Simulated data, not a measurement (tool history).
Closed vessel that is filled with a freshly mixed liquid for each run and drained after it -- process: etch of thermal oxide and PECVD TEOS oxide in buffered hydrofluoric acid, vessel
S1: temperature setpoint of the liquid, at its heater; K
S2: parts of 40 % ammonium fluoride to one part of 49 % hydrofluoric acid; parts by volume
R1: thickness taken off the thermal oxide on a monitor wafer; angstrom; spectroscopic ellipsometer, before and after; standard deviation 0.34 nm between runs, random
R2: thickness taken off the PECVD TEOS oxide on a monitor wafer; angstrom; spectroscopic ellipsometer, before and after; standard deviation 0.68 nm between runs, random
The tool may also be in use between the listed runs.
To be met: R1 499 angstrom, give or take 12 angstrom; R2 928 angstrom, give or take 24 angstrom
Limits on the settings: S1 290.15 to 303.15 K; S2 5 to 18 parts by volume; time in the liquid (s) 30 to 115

run 1 hour=0 | S1=295.15 S2=11 time_in_the_liquid_(s)=60 | R1=643.39 R2=1180.3
run 2 hour=8.3 | S1=295.15 S2=8.5 time_in_the_liquid_(s)=60 | R1=808.8 R2=1501.9
run 3 hour=15.1 | S1=293.65 S2=9 time_in_the_liquid_(s)=60 | R1=696.94 R2=1290.1
run 4 hour=16.5 | S1=292.65 S2=9.5 time_in_the_liquid_(s)=60 | R1=621.11 R2=1153.4
run 5 hour=17.1 | S1=292.65 S2=11.5 time_in_the_liquid_(s)=60 | R1=530.45 R2=995.02
run 6 hour=19.2 | S1=292.15 S2=11.5 time_in_the_liquid_(s)=60 | R1=521.62 R2=957.66
-- hour=26.1 hydrofluoric acid flow meter replaced
run 7 hour=26.1 | S1=291.65 S2=11.5 time_in_the_liquid_(s)=60 | R1=459.73 R2=865.83
run 8 hour=28.3 | S1=292.15 S2=11.5 time_in_the_liquid_(s)=60 | R1=464.77 R2=861.42
run 9 hour=36.7 | S1=292.65 S2=11.5 time_in_the_liquid_(s)=60 | R1=483.04 R2=901.89

4 next moves are on the table. One of them brings every result within its allowed miss. Which?
run A hour=45.1 | S1=294.65 S2=11 time_in_the_liquid_(s)=50 | R1=? R2=?
run B hour=45.1 | S1=294.65 S2=11.5 time_in_the_liquid_(s)=55 | R1=? R2=?
run C hour=45.1 | S1=290.15 S2=11 time_in_the_liquid_(s)=65 | R1=? R2=?
run D hour=45.1 | S1=292.65 S2=13 time_in_the_liquid_(s)=65 | R1=? R2=?

move=A R1=469.99 R2=869.67
move=B R1=495.04 R2=916.02
move=C R1=474.28 R2=877.6
move=D R1=464.07 R2=858.71
A: misses by more than the last run did
B: in spec on every target
C: misses by more than the last run did
D: misses by more than the last run did
Correct choice: B, which meets every target

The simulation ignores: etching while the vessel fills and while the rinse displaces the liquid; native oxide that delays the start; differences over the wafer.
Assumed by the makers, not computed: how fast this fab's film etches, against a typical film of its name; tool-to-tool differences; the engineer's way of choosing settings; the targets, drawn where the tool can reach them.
